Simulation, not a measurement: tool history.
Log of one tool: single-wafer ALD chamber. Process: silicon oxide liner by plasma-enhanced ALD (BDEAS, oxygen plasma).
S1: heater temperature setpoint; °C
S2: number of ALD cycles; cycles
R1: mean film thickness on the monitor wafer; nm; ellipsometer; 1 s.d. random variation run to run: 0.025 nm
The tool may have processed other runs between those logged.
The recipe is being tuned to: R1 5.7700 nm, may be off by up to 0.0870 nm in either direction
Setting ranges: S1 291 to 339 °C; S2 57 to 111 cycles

Run 1, hour 0.0: S1 315 °C, S2 84 cycles. Result: R1 7.7643 nm.
Run 2, hour 1.4: S1 316 °C, S2 78 cycles. Result: R1 7.1946 nm.
Run 3, hour 5.9: S1 324 °C, S2 78 cycles. Result: R1 7.1597 nm.
Run 4, hour 14.5: S1 324 °C, S2 69 cycles. Result: R1 6.3152 nm.
Run 5, hour 20.2: S1 324 °C, S2 67 cycles. Result: R1 6.1006 nm.
Run 6, hour 25.7: S1 324 °C, S2 72 cycles. Result: R1 6.6032 nm.
Run 7, hour 30.3: S1 324 °C, S2 69 cycles. Result: R1 6.2728 nm.
Run 8, hour 36.7: S1 324 °C, S2 67 cycles. Result: R1 6.1347 nm.
Run 9, hour 39.3: S1 324 °C, S2 66 cycles. Result: R1 6.0259 nm.
Run 10, hour 40.2: S1 324 °C, S2 65 cycles. Result: R1 5.9677 nm.
Run 11, hour 41.0: S1 324 °C, S2 65 cycles. Result: R1 5.9350 nm.

Exactly one of the 4 candidate moves below puts every result within its allowed miss. Which one?
Run A, hour 41.8: S1 313 °C, S2 65 cycles. Result: R1 ?.
Run B, hour 41.8: S1 331 °C, S2 67 cycles. Result: R1 ?.
Run C, hour 41.8: S1 322 °C, S2 68 cycles. Result: R1 ?.
Run D, hour 41.8: S1 322 °C, S2 63 cycles. Result: R1 ?.

move      R1
   A  6.0254
   B  6.0707
   C  6.2324
   D  5.7741
A: its largest miss is bigger than the last run's
B: its largest miss is bigger than the last run's
C: its largest miss is bigger than the last run's
D: every result within its allowed miss
So the answer is move D, the one that meets all the targets.
